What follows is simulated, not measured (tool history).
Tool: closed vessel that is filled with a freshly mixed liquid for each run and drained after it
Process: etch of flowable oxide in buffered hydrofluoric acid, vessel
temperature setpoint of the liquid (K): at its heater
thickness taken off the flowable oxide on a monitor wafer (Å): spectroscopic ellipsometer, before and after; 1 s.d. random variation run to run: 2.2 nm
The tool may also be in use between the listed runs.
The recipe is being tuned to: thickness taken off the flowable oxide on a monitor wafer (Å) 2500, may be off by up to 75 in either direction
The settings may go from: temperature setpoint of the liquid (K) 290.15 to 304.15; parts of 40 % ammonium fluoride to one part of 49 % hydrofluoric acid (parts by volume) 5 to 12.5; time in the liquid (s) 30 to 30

run	hour	temperature setpoint of the liquid (K)	parts of 40 % ammonium fluoride to one part of 49 % hydrofluoric acid (parts by volume)	time in the liquid (s)	thickness taken off the flowable oxide on a monitor wafer (Å)
1	0	296.15	7.5	30	1362.9
2	6.6	294.65	7.5	30	1258.6
3	7.8	294.65	7.5	30	1251.9
4	12.9	294.65	7.5	30	1247.3
5	20	297.65	7	30	1579.9
6	21.7	297.65	7	30	1586.1
7	24.3	299.65	7	30	1771.1
8	29.8	301.15	7	30	1926.1
9	38.5	304.15	6	30	2638
# hour 45.7: hydrofluoric acid flow meter replaced
10	45.7	303.65	6	30	2864.4

4 next moves are on the table. One of them brings every result within its allowed miss. Which?
A	52.9	304.15	6	30	?
B	52.9	304.15	5	30	?
C	52.9	300.15	5	30	?
D	52.9	303.65	7	30	?

move	thickness taken off the flowable oxide on a monitor wafer (Å)
A	2890.4
B	3371.1
C	2731.4
D	2464.6
A: misses by more than the last run did
B: misses by more than the last run did
C: gains on the last run, yet a result remains outside its allowed miss
D: in spec on every target
Go with D: it meets all targets.
